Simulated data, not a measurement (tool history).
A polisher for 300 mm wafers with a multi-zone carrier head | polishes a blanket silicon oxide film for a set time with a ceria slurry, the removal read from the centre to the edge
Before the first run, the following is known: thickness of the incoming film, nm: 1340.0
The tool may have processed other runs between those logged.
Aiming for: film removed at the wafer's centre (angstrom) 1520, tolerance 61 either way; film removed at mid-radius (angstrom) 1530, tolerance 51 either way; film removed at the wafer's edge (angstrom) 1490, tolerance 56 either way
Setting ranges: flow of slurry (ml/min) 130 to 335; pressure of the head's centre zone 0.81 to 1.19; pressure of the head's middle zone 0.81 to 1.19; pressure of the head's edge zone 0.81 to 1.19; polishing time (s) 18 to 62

run    day  flow of slurry (ml/min)  pressure of the head's centre zone  pressure of the head's middle zone  pressure of the head's edge zone  polishing time (s)  film removed at the wafer's centre (angstrom)  film removed at mid-radius (angstrom)  film removed at the wafer's edge (angstrom)
  1      0                      215                                   1                                   1                                 1                  40                                         1110.8                                 1083.2                                       1072.6
  2  0.204                      215                                   1                                   1                                 1                  45                                         1234.8                                 1256.2                                       1212.5
  3  0.396                      220                                1.01                                1.01                              1.01                  45                                         1246.4                                 1223.9                                       1222.5
  4  0.767                      165                                1.01                                1.01                              1.01                  45                                         1200.7                                   1170                                       1166.8
  5  0.938                      175                                1.02                                1.02                              1.02                  45                                         1227.6                                 1220.6                                       1198.2
  6  1.171                      175                                1.02                                1.02                              1.02                  49                                         1329.5                                 1314.3                                       1318.7
  7  1.233                      185                                1.02                                1.03                              1.02                  49                                         1337.9                                 1340.6                                       1325.4
  8    1.3                      195                                1.03                                1.04                              1.02                  49                                         1352.1                                 1364.1                                       1320.4
  9  1.371                      200                                1.03                                1.04                              1.03                  49                                         1361.1                                 1371.3                                       1317.6
 10  1.612                      205                                1.03                                1.04                              1.03                  49                                         1371.8                                 1382.4                                       1356.7
 11  1.688                      210                                1.03                                1.04                              1.03                  49                                         1373.1                                   1381                                       1342.4
 12   1.95                      215                                1.03                                1.04                              1.04                  49                                         1398.7                                 1393.2                                       1352.6
 13  2.004                      220                                1.03                                1.04                              1.05                  49                                         1380.8                                   1409                                         1365
 14  2.204                      265                                1.09                                1.06                              1.13                  50                                         1526.1                                 1475.4                                       1449.4

5 next moves are on the table. One of them brings every result within its allowed miss. Which?
  A  2.404                      295                                1.09                                1.13                              1.02                  48                                              ?                                      ?                                            ?
  B  2.404                      275                                1.08                                1.02                              1.19                  49                                              ?                                      ?                                            ?
  C  2.404                      270                                0.91                                1.14                              1.18                  53                                              ?                                      ?                                            ?
  D  2.404                      310                                1.09                                1.01                              1.19                  49                                              ?                                      ?                                            ?
  E  2.404                      250                                1.03                                1.06                              1.06                  52                                              ?                                      ?                                            ?

move  film removed at the wafer's centre (angstrom)  film removed at mid-radius (angstrom)  film removed at the wafer's edge (angstrom)
   A                                         1501.4                                   1510                                       1339.7
   B                                         1504.7                                 1401.5                                       1472.3
   C                                         1367.6                                 1665.1                                       1580.4
   D                                         1539.8                                 1407.4                                       1486.7
   E                                           1504                                 1520.2                                       1459.5
A: the furthest-off result lands on target, but another misses its tolerance
B: the biggest miss grows against the last run
C: takes the result that was furthest off past its target
D: the biggest miss grows against the last run
E: in spec on every target
E is the move that brings every result within its allowed miss.
